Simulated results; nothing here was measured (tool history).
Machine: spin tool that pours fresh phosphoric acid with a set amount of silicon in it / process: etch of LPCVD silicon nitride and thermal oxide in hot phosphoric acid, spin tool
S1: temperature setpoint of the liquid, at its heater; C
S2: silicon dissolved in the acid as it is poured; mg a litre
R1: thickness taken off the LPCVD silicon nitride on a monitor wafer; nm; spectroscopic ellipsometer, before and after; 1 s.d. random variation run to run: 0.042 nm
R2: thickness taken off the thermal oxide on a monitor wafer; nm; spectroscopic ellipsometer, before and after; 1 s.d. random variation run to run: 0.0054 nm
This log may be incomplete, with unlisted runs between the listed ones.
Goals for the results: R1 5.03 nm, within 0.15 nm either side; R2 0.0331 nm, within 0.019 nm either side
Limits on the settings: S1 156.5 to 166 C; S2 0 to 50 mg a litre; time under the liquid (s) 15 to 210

run 1 hour=0 | S1=161 S2=27.5 time_under_the_liquid_(s)=105 | R1=8.0141 R2=0.15607
run 2 hour=3.4 | S1=160.5 S2=31.5 time_under_the_liquid_(s)=100 | R1=7.4292 R2=0.12939
run 3 hour=10.2 | S1=160.5 S2=22 time_under_the_liquid_(s)=100 | R1=7.4084 R2=0.18591
run 4 hour=17.6 | S1=160.5 S2=29 time_under_the_liquid_(s)=100 | R1=7.4097 R2=0.14991
run 5 hour=23 | S1=160.5 S2=29 time_under_the_liquid_(s)=130 | R1=9.666 R2=0.16682
run 6 hour=27.1 | S1=160.5 S2=23.5 time_under_the_liquid_(s)=130 | R1=9.7572 R2=0.16477
run 7 hour=33.9 | S1=159.5 S2=28.5 time_under_the_liquid_(s)=120 | R1=8.567 R2=0.14684
run 8 hour=39.3 | S1=159 S2=32.5 time_under_the_liquid_(s)=110 | R1=7.7457 R2=0.065258
run 9 hour=45.9 | S1=158.5 S2=31.5 time_under_the_liquid_(s)=100 | R1=6.901 R2=0.12616
run 10 hour=48.7 | S1=158 S2=35 time_under_the_liquid_(s)=95 | R1=6.4716 R2=0.076925
run 11 hour=52.7 | S1=158 S2=35 time_under_the_liquid_(s)=95 | R1=6.4373 R2=0.069508
run 12 hour=54.8 | S1=158 S2=37 time_under_the_liquid_(s)=90 | R1=6.1322 R2=0.072255
run 13 hour=57.2 | S1=157.5 S2=39.5 time_under_the_liquid_(s)=85 | R1=5.7315 R2=0.050676
run 14 hour=65.1 | S1=157.5 S2=40.5 time_under_the_liquid_(s)=85 | R1=5.6679 R2=0.046297
run 15 hour=71.5 | S1=157.5 S2=41 time_under_the_liquid_(s)=85 | R1=5.6775 R2=0.050167
run 16 hour=80.1 | S1=157.5 S2=42 time_under_the_liquid_(s)=85 | R1=5.7494 R2=0.045794
run 17 hour=82.3 | S1=157.5 S2=42.5 time_under_the_liquid_(s)=85 | R1=5.6684 R2=0.031501
run 18 hour=85.8 | S1=157 S2=42 time_under_the_liquid_(s)=80 | R1=5.2902 R2=0.0517
run 19 hour=92.8 | S1=157.5 S2=50 time_under_the_liquid_(s)=70 | R1=4.7064 R2=0.039153

Below are 4 possible settings for the next run. Only one of them brings all results inside the allowed miss of their targets. Which is it?
run A hour=99.8 | S1=156.5 S2=49 time_under_the_liquid_(s)=70 | R1=? R2=?
run B hour=99.8 | S1=157.5 S2=43.5 time_under_the_liquid_(s)=70 | R1=? R2=?
run C hour=99.8 | S1=157.5 S2=45.5 time_under_the_liquid_(s)=75 | R1=? R2=?
run D hour=99.8 | S1=159 S2=47.5 time_under_the_liquid_(s)=65 | R1=? R2=?

move=A R1=4.5848 R2=0.028202
move=B R1=4.7437 R2=0.033457
move=C R1=5.0825 R2=0.032574
move=D R1=4.6343 R2=0.031578
A: its largest miss is bigger than the last run's
B: an improvement on the last run, though not all results are within tolerance
C: every result within its allowed miss
D: its largest miss is bigger than the last run's
C meets every target.
